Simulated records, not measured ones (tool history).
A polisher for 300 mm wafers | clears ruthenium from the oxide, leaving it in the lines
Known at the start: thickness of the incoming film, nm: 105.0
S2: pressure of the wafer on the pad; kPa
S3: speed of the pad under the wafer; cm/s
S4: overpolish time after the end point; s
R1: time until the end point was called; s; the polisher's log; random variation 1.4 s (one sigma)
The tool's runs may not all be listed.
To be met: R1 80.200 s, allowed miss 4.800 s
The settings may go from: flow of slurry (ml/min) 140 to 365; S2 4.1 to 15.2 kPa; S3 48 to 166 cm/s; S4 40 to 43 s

Run 1, hour 0.0: flow of slurry (ml/min) 235, S2 9.7 kPa, S3 106 cm/s, S4 40 s. Result: R1 127.780 s.
Run 2, hour 6.4: flow of slurry (ml/min) 235, S2 10.3 kPa, S3 106 cm/s, S4 40 s. Result: R1 120.670 s.
Run 3, hour 8.2: flow of slurry (ml/min) 235, S2 10.3 kPa, S3 126 cm/s, S4 40 s. Result: R1 100.260 s.
Run 4, hour 12.2: flow of slurry (ml/min) 235, S2 10.3 kPa, S3 110 cm/s, S4 40 s. Result: R1 115.920 s.
Run 5, hour 16.0: flow of slurry (ml/min) 235, S2 9.7 kPa, S3 110 cm/s, S4 40 s. Result: R1 126.040 s.
Run 6, hour 21.8: flow of slurry (ml/min) 235, S2 10.3 kPa, S3 110 cm/s, S4 40 s. Result: R1 112.200 s.
Run 7, hour 23.9: flow of slurry (ml/min) 235, S2 11.0 kPa, S3 110 cm/s, S4 40 s. Result: R1 111.260 s.
Run 8, hour 29.9: flow of slurry (ml/min) 235, S2 11.7 kPa, S3 112 cm/s, S4 40 s. Result: R1 101.730 s.
Run 9, hour 31.7: flow of slurry (ml/min) 235, S2 12.4 kPa, S3 112 cm/s, S4 40 s. Result: R1 99.729 s.
Run 10, hour 38.4: flow of slurry (ml/min) 235, S2 13.1 kPa, S3 114 cm/s, S4 40 s. Result: R1 90.738 s.

4 next moves are on the table. One of them brings every result within its allowed miss. Which?
Run A, hour 45.1: flow of slurry (ml/min) 240, S2 14.5 kPa, S3 132 cm/s, S4 43 s. Result: R1 ?.
Run B, hour 45.1: flow of slurry (ml/min) 285, S2 15.2 kPa, S3 108 cm/s, S4 40 s. Result: R1 ?.
Run C, hour 45.1: flow of slurry (ml/min) 240, S2 15.2 kPa, S3 124 cm/s, S4 42 s. Result: R1 ?.
Run D, hour 45.1: flow of slurry (ml/min) 220, S2 15.2 kPa, S3 100 cm/s, S4 43 s. Result: R1 ?.

move      R1
   A  71.566
   B  81.795
   C  72.876
   D  90.810
A: takes the result that was furthest off past its target
B: meets every target
C: takes the result that was furthest off past its target
D: as far off as the last run
Answer: B
